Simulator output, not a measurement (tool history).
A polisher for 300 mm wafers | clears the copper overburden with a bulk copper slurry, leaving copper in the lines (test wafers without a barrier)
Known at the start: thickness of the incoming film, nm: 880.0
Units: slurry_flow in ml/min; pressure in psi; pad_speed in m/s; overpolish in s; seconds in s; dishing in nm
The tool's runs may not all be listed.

run 1 hour=0.0 | slurry_flow=150 pressure=2.3 pad_speed=1.30 slurry_solids=1.0 overpolish=26 | seconds=80.901 dishing=100.750
run 2 hour=6.8 | slurry_flow=150 pressure=1.9 pad_speed=1.30 slurry_solids=1.0 overpolish=26 | seconds=92.921 dishing=91.574
run 3 hour=9.8 | slurry_flow=150 pressure=1.9 pad_speed=1.30 slurry_solids=1.0 overpolish=27 | seconds=93.937 dishing=92.199
run 4 hour=12.4 | slurry_flow=150 pressure=1.9 pad_speed=1.18 slurry_solids=1.0 overpolish=27 | seconds=103.040 dishing=89.559
run 5 hour=19.5 | slurry_flow=150 pressure=1.9 pad_speed=1.50 slurry_solids=1.0 overpolish=27 | seconds=81.283 dishing=93.845
run 6 hour=27.7 | slurry_flow=150 pressure=1.9 pad_speed=1.50 slurry_solids=1.1 overpolish=27 | seconds=78.635 dishing=92.827

Forecast run 7:
run 7 hour=32.6 | slurry_flow=150 pressure=1.8 pad_speed=1.50 slurry_solids=1.1 overpolish=29 | seconds=? dishing=?

seconds: 83.389 s
dishing: 94.756 nm
